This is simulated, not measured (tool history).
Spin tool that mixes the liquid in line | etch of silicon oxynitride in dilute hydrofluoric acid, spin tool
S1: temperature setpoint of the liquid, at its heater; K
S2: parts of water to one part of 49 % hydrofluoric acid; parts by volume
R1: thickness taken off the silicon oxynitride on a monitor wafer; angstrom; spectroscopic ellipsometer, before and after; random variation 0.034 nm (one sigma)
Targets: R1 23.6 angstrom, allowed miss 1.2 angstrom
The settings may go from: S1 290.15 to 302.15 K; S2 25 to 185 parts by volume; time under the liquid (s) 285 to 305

Run 1, hour 0: S1 294.15 K, S2 105 parts by volume, time under the liquid (s) 285. Result: R1 35.158 angstrom.
Run 2, hour 3.7: S1 293.65 K, S2 105 parts by volume, time under the liquid (s) 285. Result: R1 33.766 angstrom.
Run 3, hour 10.1: S1 292.15 K, S2 105 parts by volume, time under the liquid (s) 285. Result: R1 31.163 angstrom.
Run 4, hour 13.7: S1 295.65 K, S2 105 parts by volume, time under the liquid (s) 285. Result: R1 38.607 angstrom.
Run 5, hour 21.1: S1 295.65 K, S2 90 parts by volume, time under the liquid (s) 285. Result: R1 44.966 angstrom.
Run 6, hour 28.6: S1 295.65 K, S2 90 parts by volume, time under the liquid (s) 305. Result: R1 46.901 angstrom.
Run 7, hour 33.1: S1 295.15 K, S2 95 parts by volume, time under the liquid (s) 305. Result: R1 43.491 angstrom.
Run 8, hour 36.9: S1 294.65 K, S2 100 parts by volume, time under the liquid (s) 305. Result: R1 40.414 angstrom.
Run 9, hour 37.9: S1 294.15 K, S2 105 parts by volume, time under the liquid (s) 305. Result: R1 38.004 angstrom.
Run 10, hour 45.7: S1 293.65 K, S2 110 parts by volume, time under the liquid (s) 305. Result: R1 35.691 angstrom.
At hour 47.8: hydrofluoric acid flow meter replaced.
Run 11, hour 47.8: S1 293.15 K, S2 115 parts by volume, time under the liquid (s) 305. Result: R1 29.455 angstrom.
Run 12, hour 55.8: S1 292.65 K, S2 115 parts by volume, time under the liquid (s) 305. Result: R1 29.007 angstrom.
Run 13, hour 58.2: S1 291.15 K, S2 115 parts by volume, time under the liquid (s) 305. Result: R1 26.362 angstrom.
Run 14, hour 66.5: S1 290.65 K, S2 115 parts by volume, time under the liquid (s) 305. Result: R1 25.7 angstrom.

Which of these 5 next moves meets every target?
Run A, hour 74.8: S1 290.15 K, S2 110 parts by volume, time under the liquid (s) 305. Result: R1 ?.
Run B, hour 74.8: S1 290.65 K, S2 110 parts by volume, time under the liquid (s) 305. Result: R1 ?.
Run C, hour 74.8: S1 291.65 K, S2 105 parts by volume, time under the liquid (s) 290. Result: R1 ?.
Run D, hour 74.8: S1 291.15 K, S2 125 parts by volume, time under the liquid (s) 300. Result: R1 ?.
Run E, hour 74.8: S1 290.15 K, S2 105 parts by volume, time under the liquid (s) 305. Result: R1 ?.

move      R1
   A  26.625
   B  27.297
   C  28.668
   D  23.982
   E  27.982
A: further off than the last run
B: further off than the last run
C: further off than the last run
D: meets every target
E: further off than the last run
Answer: D
